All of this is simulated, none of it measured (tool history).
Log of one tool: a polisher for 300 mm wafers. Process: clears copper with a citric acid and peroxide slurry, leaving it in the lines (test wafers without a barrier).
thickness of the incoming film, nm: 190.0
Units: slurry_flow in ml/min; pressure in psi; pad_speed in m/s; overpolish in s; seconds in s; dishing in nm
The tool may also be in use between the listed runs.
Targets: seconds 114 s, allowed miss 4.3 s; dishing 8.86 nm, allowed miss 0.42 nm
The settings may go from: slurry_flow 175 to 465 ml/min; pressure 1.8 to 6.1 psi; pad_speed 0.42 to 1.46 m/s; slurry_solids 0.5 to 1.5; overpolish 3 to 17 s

run  hour  slurry_flow  pressure  pad_speed  slurry_solids  overpolish  seconds  dishing
  1     0          295       3.9       0.94              1           9   75.404   16.322
  2   1.3          255       3.9       0.94              1           9   74.851   16.073
  3   3.1          255       3.9       0.94              1          11   75.684   19.107
  4   8.6          255       3.4       0.94              1          11   84.747   17.247
  5    12          255       3.3       0.94              1          10   89.145   15.405
     14.8  -- worn pad replaced by a new one
  6  14.8          255         4       0.94              1          10   70.548   18.645
  7  17.8          255       3.8       0.94              1          10   73.409   17.728
  8  19.2          260       3.6       0.94              1          10   76.224   17.047
  9  25.9          260       3.4       0.92              1          10   82.092   16.217
 10  33.1          260       3.3        0.9              1          10   86.927   15.784
 11  38.3          260       2.2        0.9              1           6   127.49   6.8359

4 next moves are on the table. One of them brings every result within its allowed miss. Which?
  A  43.5          265       2.7        0.7            1.4           7        ?        ?
  B  43.5          260       2.2       0.96            0.9           9        ?        ?
  C  43.5          260       1.8       0.98           1.05           6        ?        ?
  D  43.5          220       2.4       0.98           0.75           8        ?        ?

move  seconds  dishing
   A   113.37     8.73
   B   127.11   9.8454
   C   144.04   6.0208
   D   125.37   8.9755
A: meets every target
B: takes the result that was furthest off past its target
C: further off than the last run
D: brings the result that was furthest off to its target, and leaves another outside
The right move is A.
